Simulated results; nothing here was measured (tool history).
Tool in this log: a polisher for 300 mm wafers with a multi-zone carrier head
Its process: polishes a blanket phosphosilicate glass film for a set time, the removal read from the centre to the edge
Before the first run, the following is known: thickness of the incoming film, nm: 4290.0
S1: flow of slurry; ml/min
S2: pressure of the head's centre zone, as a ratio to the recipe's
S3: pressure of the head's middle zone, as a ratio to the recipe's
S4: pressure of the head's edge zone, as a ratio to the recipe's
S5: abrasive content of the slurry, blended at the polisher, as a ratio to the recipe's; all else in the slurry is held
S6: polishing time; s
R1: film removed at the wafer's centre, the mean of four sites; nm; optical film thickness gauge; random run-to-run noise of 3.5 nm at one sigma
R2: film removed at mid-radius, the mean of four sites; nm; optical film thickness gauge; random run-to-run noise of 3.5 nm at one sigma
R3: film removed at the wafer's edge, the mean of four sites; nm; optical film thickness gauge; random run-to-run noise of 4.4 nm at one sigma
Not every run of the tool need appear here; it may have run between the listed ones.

run    day   S1    S2    S3    S4   S5  S6      R1      R2      R3
  1      0  265     1     1     1    1  63  382.26  380.69  395.74
  2  0.308  265  0.94  1.03  1.03    1  63  353.31  393.01  402.23
  3  0.671  265  0.91  1.05  1.05    1  63   349.8  398.55  399.52
  4  0.842  265  0.91  1.05  1.11    1  63  343.64  402.19  414.07
  5  1.112  265  0.91  1.05  1.11  0.8  63  302.57   352.4  363.88
  6  1.262  225  0.91  1.05  1.11  0.8  63  294.21  345.05  360.15

For run 7, what comes out?
  7  1.292  245  0.89  1.07  1.14  0.85  63   ?   ?   ?

{"run 7": {"R1": 305.18, "R2": 364.47, "R3": 385.07}}
